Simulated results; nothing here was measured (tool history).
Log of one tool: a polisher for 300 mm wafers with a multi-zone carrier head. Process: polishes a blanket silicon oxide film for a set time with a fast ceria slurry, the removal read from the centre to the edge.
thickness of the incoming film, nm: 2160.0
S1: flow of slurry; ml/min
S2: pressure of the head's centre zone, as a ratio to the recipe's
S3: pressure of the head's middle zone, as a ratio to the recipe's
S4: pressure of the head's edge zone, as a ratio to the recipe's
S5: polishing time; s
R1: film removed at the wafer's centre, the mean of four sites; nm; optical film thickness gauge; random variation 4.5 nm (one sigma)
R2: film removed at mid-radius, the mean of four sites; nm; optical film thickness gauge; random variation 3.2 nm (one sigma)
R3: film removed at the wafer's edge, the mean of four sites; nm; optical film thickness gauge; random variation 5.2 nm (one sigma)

| run | hour | S1 | S2 | S3 | S4 | S5 | R1 | R2 | R3 |
|---|---|---|---|---|---|---|---|---|---|
| 1 | 0 | 125 | 1 | 1 | 1 | 48 | 637.63 | 644.29 | 619.66 |
| 2 | 4 | 125 | 1 | 1 | 1 | 36 | 487.44 | 477.61 | 471.64 |
| 3 | 7.3 | 105 | 1 | 1 | 1 | 36 | 466.05 | 455.46 | 459.23 |
| 4 | 8.9 | 105 | 1.03 | 1 | 1 | 36 | 468.52 | 456.61 | 444.18 |
| 5 | 10 | 105 | 1.03 | 1 | 1.06 | 36 | 468.28 | 452.75 | 457.69 |
| 6 | 15 | 105 | 1.03 | 0.92 | 1.06 | 36 | 465.71 | 428.69 | 467.18 |
| 7 | 19.6 | 110 | 0.99 | 0.96 | 1.06 | 36 | 448.87 | 450.23 | 467.46 |
| 8 | 25.4 | 110 | 0.97 | 0.97 | 1.06 | 36 | 458.22 | 453.48 | 468.37 |
| 9 | 33 | 110 | 0.93 | 0.99 | 1.08 | 36 | 431.15 | 460.49 | 467.05 |
| 10 | 41 | 110 | 0.93 | 0.99 | 1.08 | 36 | 438.8 | 457.93 | 464.55 |

The next listed run, before its measurement:
| 11 | 44.9 | 110 | 0.93 | 0.99 | 1.08 | 36 | ? | ? | ? |

Run 11 gave R1 431.96 nm, R2 458.75 nm, R3 477.14 nm.

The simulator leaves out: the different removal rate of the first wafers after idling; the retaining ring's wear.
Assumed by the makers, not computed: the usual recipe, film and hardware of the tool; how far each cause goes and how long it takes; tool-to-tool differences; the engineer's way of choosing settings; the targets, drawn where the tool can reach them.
